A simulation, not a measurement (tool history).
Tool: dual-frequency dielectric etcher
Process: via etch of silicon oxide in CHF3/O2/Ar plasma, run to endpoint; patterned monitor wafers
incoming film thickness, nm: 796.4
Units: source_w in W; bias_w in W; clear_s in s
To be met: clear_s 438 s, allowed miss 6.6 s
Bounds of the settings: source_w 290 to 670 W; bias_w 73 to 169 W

run	hour	source_w	bias_w	clear_s
1	0	480	121	529.75
2	5.7	500	123	515.7
3	12.8	520	124	502.64
4	19.5	440	124	546.48
5	28.2	510	124	509.31
6	34.9	530	124	503.38
7	43.1	550	125	493.43
8	49.7	560	126	489.02
9	57.8	570	127	482.11
10	63.6	580	128	476.32
11	70.2	590	129	474.24

Which of these 4 next moves meets every target?
A	76.8	640	142	?
B	76.8	550	149	?
C	76.8	610	137	?
D	76.8	660	131	?

move	clear_s
A	438.92
B	457.59
C	454.84
D	448.92
A: meets every target
B: nearer than the last run, and not there yet
C: nearer than the last run, and not there yet
D: nearer than the last run, and not there yet
The right move is A.
